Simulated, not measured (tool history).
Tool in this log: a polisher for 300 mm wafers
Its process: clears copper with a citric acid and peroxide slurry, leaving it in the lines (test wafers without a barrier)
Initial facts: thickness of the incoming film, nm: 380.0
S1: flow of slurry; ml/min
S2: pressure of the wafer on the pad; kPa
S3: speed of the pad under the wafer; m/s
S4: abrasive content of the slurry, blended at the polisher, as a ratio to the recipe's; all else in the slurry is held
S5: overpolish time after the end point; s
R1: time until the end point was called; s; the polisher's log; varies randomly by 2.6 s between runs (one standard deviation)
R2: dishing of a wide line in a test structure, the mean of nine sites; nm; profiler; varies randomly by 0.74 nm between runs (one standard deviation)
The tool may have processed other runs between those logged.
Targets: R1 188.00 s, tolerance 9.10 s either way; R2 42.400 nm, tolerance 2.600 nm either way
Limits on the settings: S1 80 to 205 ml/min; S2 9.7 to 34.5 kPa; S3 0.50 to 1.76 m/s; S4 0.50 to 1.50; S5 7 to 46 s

{"run": 1, "hour": 0.0, "S1": 135, "S2": 22.1, "S3": 1.12, "S4": 1.0, "S5": 24, "R1": 157.77, "R2": 34.544}
{"run": 2, "hour": 6.8, "S1": 135, "S2": 22.1, "S3": 1.12, "S4": 1.1, "S5": 24, "R1": 149.33, "R2": 34.041}
{"run": 3, "hour": 9.6, "S1": 135, "S2": 22.1, "S3": 1.12, "S4": 1.1, "S5": 15, "R1": 153.26, "R2": 25.087}
{"run": 4, "hour": 15.0, "S1": 135, "S2": 22.1, "S3": 1.12, "S4": 1.1, "S5": 10, "R1": 151.98, "R2": 17.667}
{"run": 5, "hour": 17.6, "S1": 130, "S2": 21.4, "S3": 1.1, "S4": 1.1, "S5": 14, "R1": 159.85, "R2": 21.971}
{"run": 6, "hour": 19.4, "S1": 125, "S2": 20.7, "S3": 1.1, "S4": 1.05, "S5": 18, "R1": 170.8, "R2": 26.226}
{"hour": 25.0, "done": "slurry blender recalibrated"}
{"run": 7, "hour": 25.0, "S1": 120, "S2": 20.7, "S3": 1.1, "S4": 1.0, "S5": 20, "R1": 169.3, "R2": 28.344}
{"run": 8, "hour": 26.7, "S1": 120, "S2": 20.0, "S3": 1.1, "S4": 0.95, "S5": 22, "R1": 174.75, "R2": 30.604}

Which one of the following 5 next-run settings gets every result inside its allowed miss? There is exactly one.
{"run": "A", "hour": 28.4, "S1": 120, "S2": 20.0, "S3": 1.24, "S4": 0.9, "S5": 35, "R1": "?", "R2": "?"}
{"run": "B", "hour": 28.4, "S1": 95, "S2": 26.2, "S3": 0.86, "S4": 0.9, "S5": 35, "R1": "?", "R2": "?"}
{"run": "C", "hour": 28.4, "S1": 125, "S2": 21.4, "S3": 1.08, "S4": 0.85, "S5": 35, "R1": "?", "R2": "?"}
{"run": "D", "hour": 28.4, "S1": 130, "S2": 20.7, "S3": 0.72, "S4": 1.1, "S5": 44, "R1": "?", "R2": "?"}
{"run": "E", "hour": 28.4, "S1": 105, "S2": 22.1, "S3": 0.94, "S4": 0.85, "S5": 39, "R1": "?", "R2": "?"}

move=A R1=161.24 R2=42.033
move=B R1=168.46 R2=42.087
move=C R1=167.10 R2=41.495
move=D R1=208.68 R2=41.600
move=E R1=185.29 R2=41.763
A: the worst result of the last run now meets its target, but another is out of spec
B: the worst result of the last run now meets its target, but another is out of spec
C: the worst result of the last run now meets its target, but another is out of spec
D: the worst result of the last run now meets its target, but another is out of spec
E: in spec on every target
The move that meets every target is E.
